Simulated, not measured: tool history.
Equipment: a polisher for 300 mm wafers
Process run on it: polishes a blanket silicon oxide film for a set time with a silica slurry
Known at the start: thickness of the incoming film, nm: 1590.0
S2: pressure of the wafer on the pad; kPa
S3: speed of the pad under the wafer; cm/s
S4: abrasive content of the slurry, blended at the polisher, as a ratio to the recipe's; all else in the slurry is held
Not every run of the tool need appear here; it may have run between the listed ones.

Run 1, day 0: flow of slurry (ml/min) 315, S2 26.2 kPa, S3 106 cm/s, S4 1, polishing time (s) 50. Result: film removed (nm) 155.18.
Run 2, day 0.238: flow of slurry (ml/min) 315, S2 22.1 kPa, S3 106 cm/s, S4 1, polishing time (s) 50. Result: film removed (nm) 132.35.
Run 3, day 0.5: flow of slurry (ml/min) 315, S2 26.9 kPa, S3 106 cm/s, S4 1, polishing time (s) 50. Result: film removed (nm) 161.15.
Run 4, day 0.829: flow of slurry (ml/min) 315, S2 26.9 kPa, S3 94 cm/s, S4 1, polishing time (s) 50. Result: film removed (nm) 144.7.
Run 5, day 0.896: flow of slurry (ml/min) 315, S2 26.9 kPa, S3 94 cm/s, S4 0.85, polishing time (s) 50. Result: film removed (nm) 136.24.
Run 6, day 1.042: flow of slurry (ml/min) 315, S2 26.9 kPa, S3 116 cm/s, S4 0.85, polishing time (s) 50. Result: film removed (nm) 161.87.
Run 7, day 1.338: flow of slurry (ml/min) 315, S2 28.3 kPa, S3 116 cm/s, S4 0.85, polishing time (s) 50. Result: film removed (nm) 168.28.
Run 8, day 1.371: flow of slurry (ml/min) 315, S2 28.3 kPa, S3 116 cm/s, S4 0.85, polishing time (s) 50. Result: film removed (nm) 169.29.
Run 9, day 1.554: flow of slurry (ml/min) 315, S2 29.6 kPa, S3 116 cm/s, S4 0.85, polishing time (s) 50. Result: film removed (nm) 176.88.

Run 10, settings as shown, results not yet in. Your forecast:
Run 10, day 1.771: flow of slurry (ml/min) 315, S2 30.3 kPa, S3 116 cm/s, S4 0.85, polishing time (s) 50. Result: film removed (nm) ?.

film removed (nm): 180.45
